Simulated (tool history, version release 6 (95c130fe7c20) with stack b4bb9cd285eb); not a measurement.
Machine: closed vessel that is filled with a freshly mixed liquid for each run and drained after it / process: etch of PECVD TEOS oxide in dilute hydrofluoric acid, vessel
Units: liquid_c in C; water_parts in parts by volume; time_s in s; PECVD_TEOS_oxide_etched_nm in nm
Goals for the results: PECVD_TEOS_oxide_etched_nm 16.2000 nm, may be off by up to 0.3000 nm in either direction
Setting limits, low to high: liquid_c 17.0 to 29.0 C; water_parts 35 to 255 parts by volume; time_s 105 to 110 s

| run | hour | liquid_c | water_parts | time_s | PECVD_TEOS_oxide_etched_nm |
|---|---|---|---|---|---|
| 1 | 0.0 | 21.0 | 145 | 105 | 9.1751 |
| 2 | 6.0 | 23.0 | 135 | 105 | 10.7590 |
| 3 | 13.8 | 23.0 | 175 | 105 | 8.0077 |
| 4 | 15.0 | 21.0 | 175 | 105 | 7.3693 |
| 5 | 20.3 | 21.0 | 195 | 105 | 6.4699 |
| 6 | 27.4 | 21.0 | 195 | 110 | 6.7923 |
| 7 | 30.6 | 21.0 | 195 | 110 | 6.7922 |
| 8 | 37.2 | 23.0 | 175 | 110 | 8.3177 |
| 9 | 43.1 | 24.5 | 155 | 110 | 10.0990 |
| 10 | 47.5 | 28.5 | 100 | 110 | 19.4600 |
| 11 | 50.2 | 27.5 | 100 | 110 | 18.7610 |
| 12 | 52.6 | 27.5 | 100 | 110 | 18.8090 |
| 13 | 54.2 | 26.5 | 100 | 110 | 18.1920 |
| 14 | 58.9 | 23.0 | 100 | 110 | 15.8180 |

Next run, 5 choices. One meets every target within its allowed miss, the rest don't. Which?
| A | 63.6 | 21.0 | 95 | 110 | ? |
| B | 63.6 | 22.5 | 100 | 110 | ? |
| C | 63.6 | 22.0 | 100 | 110 | ? |
| D | 63.6 | 20.5 | 90 | 110 | ? |
| E | 63.6 | 23.5 | 105 | 110 | ? |

| move | PECVD_TEOS_oxide_etched_nm |
|---|---|
| A | 15.4460 |
| B | 15.5020 |
| C | 15.1930 |
| D | 16.0650 |
| E | 15.2730 |
A: lands further from the targets than the last run did
B: lands further from the targets than the last run did
C: lands further from the targets than the last run did
D: hits every target within its allowed miss
E: lands further from the targets than the last run did
Move D is the one to make.

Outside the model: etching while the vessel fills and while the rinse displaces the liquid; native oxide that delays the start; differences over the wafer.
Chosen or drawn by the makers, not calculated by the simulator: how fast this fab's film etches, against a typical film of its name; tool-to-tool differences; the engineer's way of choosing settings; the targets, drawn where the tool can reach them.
